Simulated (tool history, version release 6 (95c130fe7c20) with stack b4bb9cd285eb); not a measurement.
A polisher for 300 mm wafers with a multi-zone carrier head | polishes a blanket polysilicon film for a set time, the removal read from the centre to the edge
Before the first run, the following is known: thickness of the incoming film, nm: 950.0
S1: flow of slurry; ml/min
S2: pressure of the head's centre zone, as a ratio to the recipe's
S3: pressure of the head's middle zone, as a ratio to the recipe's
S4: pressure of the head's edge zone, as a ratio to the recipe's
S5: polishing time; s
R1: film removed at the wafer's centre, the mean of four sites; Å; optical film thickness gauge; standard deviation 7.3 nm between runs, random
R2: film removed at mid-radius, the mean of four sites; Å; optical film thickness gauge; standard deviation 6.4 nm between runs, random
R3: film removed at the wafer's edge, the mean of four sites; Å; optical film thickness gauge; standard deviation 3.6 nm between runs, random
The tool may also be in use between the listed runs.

run    day   S1    S2    S3    S4  S5      R1      R2      R3
  1      0  215     1     1     1  49  3442.3  3362.6  3360.2
  2  0.108  215     1  1.06     1  49  3363.1  3598.3  3342.3
  3  0.425  215     1  1.06  0.93  49  3402.6  3666.4  3249.5
  4  0.467  220     1  1.04  0.98  53  3714.2  3806.2  3598.9
  5  0.829  220  0.99  1.03  1.02  56  3778.3  4018.8  3881.7
  6   0.95  220  0.99  0.97  1.02  56  3860.7  3863.2    3880
     1.288  -- worn pad replaced by a new one
  7  1.288  225     1  0.96  1.05  59  4271.7    4232  4328.2
  8    1.6  235  1.01  0.95  1.08  60  4333.8    4326  4521.8
  9  1.888  245  1.03  0.94   1.1  60  4600.7    4311  4521.7
 10  2.221  245  1.03  0.93  1.12  61  4639.3    4436  4675.5
 11  2.554  245  1.03  0.93  1.12  61  4627.6  4397.1  4636.3
 12  2.604  250  1.03  0.92  1.14  62  4825.2  4366.9  4756.7
 13  2.792  250  1.02  0.92  1.15  63  4701.6  4460.3  4869.3

Run 14 has not been measured yet. What should we expect?
 14  3.029  255  1.02  0.92  1.16  64   ?   ?   ?

Run 14 gave R1 4807.1 Å, R2 4500.3 Å, R3 4945.6 Å.

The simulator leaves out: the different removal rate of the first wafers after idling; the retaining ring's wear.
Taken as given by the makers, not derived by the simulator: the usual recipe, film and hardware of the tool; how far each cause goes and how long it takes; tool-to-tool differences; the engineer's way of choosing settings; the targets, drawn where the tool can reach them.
